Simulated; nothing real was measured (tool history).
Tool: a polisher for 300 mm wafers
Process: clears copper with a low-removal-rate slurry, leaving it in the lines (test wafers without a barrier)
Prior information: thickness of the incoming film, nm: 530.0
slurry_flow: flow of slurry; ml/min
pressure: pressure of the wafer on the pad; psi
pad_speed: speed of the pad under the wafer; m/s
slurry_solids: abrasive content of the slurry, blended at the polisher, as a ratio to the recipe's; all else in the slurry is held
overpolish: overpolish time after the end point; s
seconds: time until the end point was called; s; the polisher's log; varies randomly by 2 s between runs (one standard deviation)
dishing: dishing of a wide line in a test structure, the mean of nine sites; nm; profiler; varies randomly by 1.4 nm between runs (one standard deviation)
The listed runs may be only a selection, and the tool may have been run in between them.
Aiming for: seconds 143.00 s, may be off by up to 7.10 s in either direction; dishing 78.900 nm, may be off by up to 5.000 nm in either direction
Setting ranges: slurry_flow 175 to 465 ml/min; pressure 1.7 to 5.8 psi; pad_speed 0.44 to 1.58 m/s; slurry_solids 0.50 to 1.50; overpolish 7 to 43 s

run	hour	slurry_flow	pressure	pad_speed	slurry_solids	overpolish	seconds	dishing
1	0.0	295	3.7	1.00	1.00	22	142.12	54.154
2	6.4	260	3.7	1.00	1.00	22	141.42	55.032
3	12.6	295	3.7	1.00	1.00	22	141.85	51.883
4	14.6	295	3.7	1.00	1.00	13	139.69	34.217
5	21.5	355	3.7	1.00	1.00	13	141.62	34.854
6	25.2	355	3.7	1.00	1.00	15	137.38	38.270
7	27.2	355	3.7	1.00	1.00	17	137.72	43.028
8	35.7	355	3.7	1.00	1.00	17	139.20	43.281
9	42.7	355	3.6	0.98	1.00	27	141.03	63.285
10	45.7	355	3.5	0.98	1.00	34	149.28	70.864

Which one of the following 4 next-run settings gets every result inside its allowed miss? There is exactly one.
A	48.7	290	4.7	0.96	0.80	26	?	?
B	48.7	330	3.8	1.10	1.00	33	?	?
C	48.7	385	3.2	1.06	1.10	39	?	?
D	48.7	385	3.4	0.96	1.05	32	?	?

move	seconds	dishing
A	125.13	69.364
B	125.52	81.101
C	146.42	80.785
D	154.56	67.953
A: moves away from the targets compared with the last run
B: puts the biggest miss on target and leaves a different result outside tolerance
C: hits every target within its allowed miss
D: moves away from the targets compared with the last run
Answer: C
